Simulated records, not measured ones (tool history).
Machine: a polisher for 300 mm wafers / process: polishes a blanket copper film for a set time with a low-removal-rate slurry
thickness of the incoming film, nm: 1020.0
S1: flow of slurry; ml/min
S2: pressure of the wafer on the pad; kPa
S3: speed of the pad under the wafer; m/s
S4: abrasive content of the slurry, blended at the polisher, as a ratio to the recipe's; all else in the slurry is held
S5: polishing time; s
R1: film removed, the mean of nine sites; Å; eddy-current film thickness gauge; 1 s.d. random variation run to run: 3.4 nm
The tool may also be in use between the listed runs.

Run 1, hour 0: S1 235 ml/min, S2 15.9 kPa, S3 0.92 m/s, S4 1, S5 83 s. Result: R1 1801 Å.
Run 2, hour 2.3: S1 235 ml/min, S2 17.2 kPa, S3 0.92 m/s, S4 1, S5 83 s. Result: R1 1929.7 Å.
Run 3, hour 6.8: S1 235 ml/min, S2 17.2 kPa, S3 1.08 m/s, S4 1, S5 83 s. Result: R1 2288.6 Å.
Run 4, hour 14: S1 235 ml/min, S2 17.2 kPa, S3 1.08 m/s, S4 1, S5 87 s. Result: R1 2360.3 Å.
Run 5, hour 14.9: S1 235 ml/min, S2 13.8 kPa, S3 1.08 m/s, S4 1, S5 87 s. Result: R1 1949.5 Å.
Run 6, hour 17: S1 235 ml/min, S2 14.5 kPa, S3 1.08 m/s, S4 1, S5 87 s. Result: R1 2029.6 Å.
Run 7, hour 21.8: S1 235 ml/min, S2 15.2 kPa, S3 1.08 m/s, S4 1, S5 87 s. Result: R1 2117.5 Å.
Run 8, hour 30.3: S1 235 ml/min, S2 15.9 kPa, S3 1.08 m/s, S4 1, S5 87 s. Result: R1 2235.2 Å.

Run 9 comes next. What will it give?
Run 9, hour 34.1: S1 235 ml/min, S2 16.5 kPa, S3 1.08 m/s, S4 1, S5 87 s. Result: R1 ?.

{"run 9": {"R1": 2282.4}}

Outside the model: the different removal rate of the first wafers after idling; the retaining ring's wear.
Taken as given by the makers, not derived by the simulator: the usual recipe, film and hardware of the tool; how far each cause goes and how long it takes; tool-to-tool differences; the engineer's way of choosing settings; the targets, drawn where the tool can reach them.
